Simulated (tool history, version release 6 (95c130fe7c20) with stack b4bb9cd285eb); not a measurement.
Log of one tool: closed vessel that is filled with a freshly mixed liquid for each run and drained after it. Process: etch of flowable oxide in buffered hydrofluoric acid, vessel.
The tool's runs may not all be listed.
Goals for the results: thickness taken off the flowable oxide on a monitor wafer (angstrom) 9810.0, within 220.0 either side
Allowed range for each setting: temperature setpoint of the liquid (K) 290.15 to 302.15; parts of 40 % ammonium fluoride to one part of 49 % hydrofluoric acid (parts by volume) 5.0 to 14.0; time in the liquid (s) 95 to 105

| run | day | temperature setpoint of the liquid (K) | parts of 40 % ammonium fluoride to one part of 49 % hydrofluoric acid (parts by volume) | time in the liquid (s) | thickness taken off the flowable oxide on a monitor wafer (angstrom) |
|---|---|---|---|---|---|
| 1 | 0.000 | 294.15 | 8.5 | 95 | 4519.5 |
| 2 | 0.275 | 295.65 | 8.5 | 95 | 4982.5 |
| 3 | 0.454 | 297.65 | 8.0 | 95 | 5843.6 |
| 4 | 0.604 | 297.65 | 8.0 | 105 | 6465.3 |
| 5 | 0.717 | 297.65 | 8.0 | 95 | 5879.2 |
| 6 | 1.050 | 294.15 | 8.0 | 95 | 4823.8 |
| 7 | 1.354 | 298.15 | 5.0 | 95 | 9328.9 |
| 8 | 1.742 | 298.65 | 5.0 | 95 | 9469.4 |

Which one of the following 4 next-run settings gets every result inside its allowed miss? There is exactly one.
| A | 2.129 | 299.65 | 5.5 | 95 | ? |
| B | 2.129 | 301.15 | 6.0 | 95 | ? |
| C | 2.129 | 297.15 | 5.0 | 100 | ? |
| D | 2.129 | 297.15 | 5.0 | 105 | ? |

| move | thickness taken off the flowable oxide on a monitor wafer (angstrom) |
|---|---|
| A | 9351.4 |
| B | 9410.0 |
| C | 9322.9 |
| D | 9789.1 |
A: the biggest miss grows against the last run
B: the biggest miss grows against the last run
C: the biggest miss grows against the last run
D: meets every target
Go with D: it meets all targets.

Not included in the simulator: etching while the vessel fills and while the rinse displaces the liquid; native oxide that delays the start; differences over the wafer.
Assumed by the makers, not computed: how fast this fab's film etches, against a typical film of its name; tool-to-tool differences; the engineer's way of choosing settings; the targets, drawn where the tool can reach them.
